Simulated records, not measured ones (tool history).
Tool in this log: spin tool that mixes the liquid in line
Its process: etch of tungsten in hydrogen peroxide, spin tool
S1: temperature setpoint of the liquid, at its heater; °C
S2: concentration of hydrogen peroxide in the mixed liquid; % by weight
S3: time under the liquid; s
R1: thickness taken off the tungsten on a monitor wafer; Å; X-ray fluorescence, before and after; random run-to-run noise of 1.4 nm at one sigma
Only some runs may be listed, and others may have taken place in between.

Run 1, hour 0: S1 48 °C, S2 21 % by weight, S3 55 s. Result: R1 1102.4 Å.
Run 2, hour 2.6: S1 51.5 °C, S2 21 % by weight, S3 55 s. Result: R1 1361.4 Å.
Run 3, hour 3.5: S1 47 °C, S2 21 % by weight, S3 55 s. Result: R1 1033 Å.
Run 4, hour 12.1: S1 47 °C, S2 21 % by weight, S3 55 s. Result: R1 1040.5 Å.
Run 5, hour 16.3: S1 47 °C, S2 24 % by weight, S3 55 s. Result: R1 1108.9 Å.
Run 6, hour 24.5: S1 44.5 °C, S2 24 % by weight, S3 55 s. Result: R1 951.84 Å.
Run 7, hour 33: S1 49 °C, S2 24 % by weight, S3 55 s. Result: R1 1264.2 Å.
Run 8, hour 35.1: S1 52 °C, S2 24 % by weight, S3 55 s. Result: R1 1506.9 Å.
Run 9, hour 43.2: S1 54 °C, S2 24 % by weight, S3 55 s. Result: R1 1697.1 Å.

Run 10 is up next; what results do you expect?
Run 10, hour 46.9: S1 55.5 °C, S2 24 % by weight, S3 55 s. Result: R1 ?.

{"run 10": {"R1": 1843.3}}

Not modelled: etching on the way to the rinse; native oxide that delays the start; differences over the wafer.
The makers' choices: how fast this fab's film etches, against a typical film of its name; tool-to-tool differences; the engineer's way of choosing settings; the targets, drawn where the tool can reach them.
